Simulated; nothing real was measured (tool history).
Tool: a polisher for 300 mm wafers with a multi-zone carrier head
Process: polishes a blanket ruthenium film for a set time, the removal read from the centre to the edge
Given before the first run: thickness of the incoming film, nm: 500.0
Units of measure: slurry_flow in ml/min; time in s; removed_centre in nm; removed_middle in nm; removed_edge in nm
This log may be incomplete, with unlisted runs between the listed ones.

run,hour,slurry_flow,centre_zone,middle_zone,edge_zone,time,removed_centre,removed_middle,removed_edge
1,0,150,1,1,1,86,77.586,81.547,80.155
2,6.5,150,1,1,1,97,87.99,91.061,89.729
3,13.5,150,0.93,1,1,97,83.326,89.837,89.374
4,21.9,150,0.93,1,1.05,97,82.185,90.868,91.394
5,26.5,160,0.94,1.03,1.05,97,84.172,94.123,91.783
6,35.4,160,0.94,1.03,1.05,82,71.016,79.28,77.109

For run 7, what comes out?
7,39.8,165,0.95,1.06,1.06,85,?,?,?

removed_centre: 74.238 nm
removed_middle: 84.973 nm
removed_edge: 82.525 nm
